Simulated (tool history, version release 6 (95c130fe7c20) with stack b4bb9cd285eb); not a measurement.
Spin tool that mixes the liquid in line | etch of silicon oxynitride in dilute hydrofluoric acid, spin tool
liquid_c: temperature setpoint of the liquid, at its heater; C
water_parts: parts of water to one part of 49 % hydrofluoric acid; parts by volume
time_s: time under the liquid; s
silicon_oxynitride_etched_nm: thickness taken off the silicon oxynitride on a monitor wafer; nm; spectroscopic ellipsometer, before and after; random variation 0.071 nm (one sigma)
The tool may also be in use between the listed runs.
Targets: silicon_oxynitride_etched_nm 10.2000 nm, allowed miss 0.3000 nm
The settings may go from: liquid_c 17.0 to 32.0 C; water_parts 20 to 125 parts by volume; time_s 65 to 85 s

Run 1, hour 0.0: liquid_c 24.0 C, water_parts 70 parts by volume, time_s 85 s. Result: silicon_oxynitride_etched_nm 3.2992 nm.
Run 2, hour 5.2: liquid_c 24.0 C, water_parts 85 parts by volume, time_s 85 s. Result: silicon_oxynitride_etched_nm 2.6677 nm.
Run 3, hour 9.6: liquid_c 25.5 C, water_parts 75 parts by volume, time_s 85 s. Result: silicon_oxynitride_etched_nm 3.2464 nm.
Run 4, hour 16.2: liquid_c 23.5 C, water_parts 75 parts by volume, time_s 85 s. Result: silicon_oxynitride_etched_nm 2.9904 nm.
Run 5, hour 24.4: liquid_c 25.0 C, water_parts 75 parts by volume, time_s 85 s. Result: silicon_oxynitride_etched_nm 3.1899 nm.
Run 6, hour 25.1: liquid_c 22.0 C, water_parts 75 parts by volume, time_s 85 s. Result: silicon_oxynitride_etched_nm 2.7514 nm.
At hour 31.4: hydrofluoric acid flow meter replaced.
Run 7, hour 31.4: liquid_c 26.0 C, water_parts 45 parts by volume, time_s 85 s. Result: silicon_oxynitride_etched_nm 6.1343 nm.
Run 8, hour 33.9: liquid_c 27.0 C, water_parts 45 parts by volume, time_s 85 s. Result: silicon_oxynitride_etched_nm 6.3331 nm.

5 next moves are on the table. One of them brings every result within its allowed miss. Which?
Run A, hour 36.4: liquid_c 29.0 C, water_parts 30 parts by volume, time_s 80 s. Result: silicon_oxynitride_etched_nm ?.
Run B, hour 36.4: liquid_c 26.5 C, water_parts 25 parts by volume, time_s 80 s. Result: silicon_oxynitride_etched_nm ?.
Run C, hour 36.4: liquid_c 29.0 C, water_parts 30 parts by volume, time_s 85 s. Result: silicon_oxynitride_etched_nm ?.
Run D, hour 36.4: liquid_c 29.5 C, water_parts 30 parts by volume, time_s 85 s. Result: silicon_oxynitride_etched_nm ?.
Run E, hour 36.4: liquid_c 27.5 C, water_parts 25 parts by volume, time_s 80 s. Result: silicon_oxynitride_etched_nm ?.

move  silicon_oxynitride_etched_nm
   A                       10.0220
   B                       10.6980
   C                       10.6480
   D                       10.9040
   E                       11.2310
A: meets every target
B: takes the result that was furthest off past its target
C: takes the result that was furthest off past its target
D: takes the result that was furthest off past its target
E: takes the result that was furthest off past its target
Answer: A
